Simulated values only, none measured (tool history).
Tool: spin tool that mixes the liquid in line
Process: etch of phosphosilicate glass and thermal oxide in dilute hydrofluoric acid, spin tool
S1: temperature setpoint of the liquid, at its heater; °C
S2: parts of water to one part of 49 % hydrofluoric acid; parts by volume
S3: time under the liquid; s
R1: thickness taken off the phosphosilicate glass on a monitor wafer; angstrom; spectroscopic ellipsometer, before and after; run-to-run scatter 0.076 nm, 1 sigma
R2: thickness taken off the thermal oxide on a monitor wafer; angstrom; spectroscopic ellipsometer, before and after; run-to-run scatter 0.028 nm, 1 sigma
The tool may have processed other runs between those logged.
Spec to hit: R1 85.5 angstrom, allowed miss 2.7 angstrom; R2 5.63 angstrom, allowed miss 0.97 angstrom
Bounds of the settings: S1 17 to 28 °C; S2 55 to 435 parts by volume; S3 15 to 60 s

| run | hour | S1 | S2 | S3 | R1 | R2 |
|---|---|---|---|---|---|---|
| 1 | 0 | 20 | 245 | 30 | 76.26 | 4.7549 |
| 2 | 4 | 20 | 245 | 45 | 113.47 | 7.4112 |
| 3 | 7 | 20 | 295 | 45 | 88.757 | 5.443 |
| 4 | 14.6 | 20 | 345 | 45 | 74.319 | 4.9169 |
| 5 | 21.4 | 20 | 345 | 35 | 56.727 | 3.9787 |
| 6 | 22.8 | 20 | 315 | 35 | 64.325 | 4.1063 |
| 7 | 24 | 21.5 | 315 | 35 | 69.421 | 4.4386 |
| 8 | 25.6 | 22 | 315 | 35 | 68.733 | 4.6021 |
|  | 31.5 | hydrofluoric acid flow meter replaced |
| 9 | 31.5 | 23 | 310 | 35 | 65.394 | 4.4451 |

Which single option among these 5 for the next run brings every result within its allowed miss of target? Just one does.
| A | 37.4 | 23 | 305 | 45 | ? | ? |
| B | 37.4 | 21 | 295 | 40 | ? | ? |
| C | 37.4 | 24 | 300 | 45 | ? | ? |
| D | 37.4 | 21 | 270 | 35 | ? | ? |
| E | 37.4 | 23.5 | 290 | 35 | ? | ? |

| move | R1 | R2 |
|---|---|---|
| A | 86.045 | 6.021 |
| B | 74.331 | 5.2013 |
| C | 91.022 | 6.3693 |
| D | 72.727 | 5.089 |
| E | 72.671 | 5.0851 |
A: all results in spec
B: gains on the last run, yet a result remains outside its allowed miss
C: the result that was furthest off in the last run now lies on the other side of its target
D: gains on the last run, yet a result remains outside its allowed miss
E: gains on the last run, yet a result remains outside its allowed miss
Correct choice: A, which meets every target
